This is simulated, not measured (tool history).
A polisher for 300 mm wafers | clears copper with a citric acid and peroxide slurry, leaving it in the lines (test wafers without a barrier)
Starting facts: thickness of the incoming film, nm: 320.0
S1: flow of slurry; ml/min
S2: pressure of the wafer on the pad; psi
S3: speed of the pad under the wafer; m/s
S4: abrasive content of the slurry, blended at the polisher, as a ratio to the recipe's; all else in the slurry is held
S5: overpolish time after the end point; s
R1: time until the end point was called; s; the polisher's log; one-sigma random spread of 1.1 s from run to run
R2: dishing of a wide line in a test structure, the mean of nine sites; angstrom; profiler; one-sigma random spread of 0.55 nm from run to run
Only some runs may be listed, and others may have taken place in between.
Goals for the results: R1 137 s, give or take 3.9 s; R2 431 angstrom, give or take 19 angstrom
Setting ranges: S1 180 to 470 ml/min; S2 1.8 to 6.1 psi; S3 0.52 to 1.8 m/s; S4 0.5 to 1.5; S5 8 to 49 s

run    day   S1   S2    S3  S4  S5      R1      R2
  1      0  300  3.9  1.16   1  25  80.909  501.56
  2    0.2  255  3.9  1.16   1  25  81.063  491.39
  3  0.458  255  3.9  1.16   1  33  81.723  593.65
  4  0.492  255  3.5  1.16   1  34  90.882  557.41
  5  0.812  255  3.2  1.16   1  35  99.117  541.81
  6  0.925  255  3.2  1.16   1  31  99.118  490.62
  7  0.975  255  2.9  1.16   1  32   108.5  481.34
  8  1.346  255  2.7  1.16   1  32  115.16  450.63
  9  1.562  255  2.6  1.16   1  33  122.63  434.77
 10  1.917  255  2.5  1.16   1  34  125.77  441.21
 11  2.142  255  2.4  1.16   1  34  130.62  426.27

Consider the 4 candidate settings below. Which is the only one whose results all fall within their allowed miss of target?
  A  2.367  280  2.4  1.12   1.1  34   ?   ?
  B  2.367  245  2.3   1.2  0.85  37   ?   ?
  C  2.367  230  2.7  1.04   1.1  34   ?   ?
  D  2.367  255  2.5  1.26  0.95  30   ?   ?

move      R1      R2
   A   131.2  426.81
   B  136.94  437.21
   C     128  438.87
   D  117.33  424.11
A: better than the last run, though not everything is in spec
B: every result within its allowed miss
C: the biggest miss grows against the last run
D: the biggest miss grows against the last run
Move B is the one to make.
